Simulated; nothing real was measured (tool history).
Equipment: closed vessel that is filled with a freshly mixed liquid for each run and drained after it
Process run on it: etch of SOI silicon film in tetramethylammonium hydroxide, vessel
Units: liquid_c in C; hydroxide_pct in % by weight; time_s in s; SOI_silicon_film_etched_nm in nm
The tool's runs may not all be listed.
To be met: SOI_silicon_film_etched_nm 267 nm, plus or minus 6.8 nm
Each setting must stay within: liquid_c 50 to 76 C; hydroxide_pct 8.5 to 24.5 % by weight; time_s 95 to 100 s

run	hour	liquid_c	hydroxide_pct	time_s	SOI_silicon_film_etched_nm
1	0	63	16.5	95	377.33
2	4.6	63	16.5	95	377
3	10.4	68	16.5	95	511.55
4	11.3	68	16.5	95	511.42
5	16	68	19.5	95	476.68
6	19.2	68	19.5	95	481.27
7	27.2	66	19.5	95	423.15
8	30.3	64.5	19.5	95	388.17
9	35.4	63.5	19.5	95	362.68
10	44.1	62.5	19.5	95	346.52
11	52.7	61.5	19.5	95	320.89
12	56.7	61	19.5	95	312.59
13	58.9	60.5	19.5	95	302.22
14	61.9	60	19.5	95	294.31
15	65	59.5	19.5	95	283.53
16	67	59	19.5	95	275.58

Consider the 5 candidate settings below. Which is the only one whose results all fall within their allowed miss of target?
A	69	60	21	95	?
B	69	59.5	19.5	95	?
C	69	57.5	19.5	100	?
D	69	57.5	17.5	100	?
E	69	58	15.5	95	?

move	SOI_silicon_film_etched_nm
A	283.41
B	284.58
C	263.93
D	276.21
E	282.93
A: misses by more than the last run did
B: misses by more than the last run did
C: every result within its allowed miss
D: misses by more than the last run did
E: misses by more than the last run did
Move C is the one to make.
